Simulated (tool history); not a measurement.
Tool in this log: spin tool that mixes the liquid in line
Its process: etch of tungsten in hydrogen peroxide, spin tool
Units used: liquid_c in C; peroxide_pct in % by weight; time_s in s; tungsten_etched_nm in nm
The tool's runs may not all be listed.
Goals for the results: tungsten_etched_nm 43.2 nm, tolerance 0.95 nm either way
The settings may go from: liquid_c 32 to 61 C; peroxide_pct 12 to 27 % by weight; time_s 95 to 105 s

run  hour  liquid_c  peroxide_pct  time_s  tungsten_etched_nm
  1     0        45            18      95              90.382
  2   5.1        45            16      95              85.544
  3  14.2        51            16      95              122.42
  4    21        51          18.5      95              131.85
  5  28.7        46          18.5      95              97.659
  6  35.8        46            21      95              103.21
  7  38.9        46            21      95              103.63
  8  44.2        46            21      95              103.77

Next run, 5 choices. One meets every target within its allowed miss, the rest don't. Which?
  A  49.5      32.5          21.5      95                   ?
  B  49.5        33            22      95                   ?
  C  49.5      35.5          15.5      95                   ?
  D  49.5      35.5            16      95                   ?
  E  49.5        34            19      95                   ?

move  tungsten_etched_nm
   A              43.459
   B              45.486
   C              45.203
   D              45.927
   E               45.24
A: all results land within tolerance of their targets
B: nearer than the last run, and not there yet
C: nearer than the last run, and not there yet
D: nearer than the last run, and not there yet
E: nearer than the last run, and not there yet
Go with A: it meets all targets.
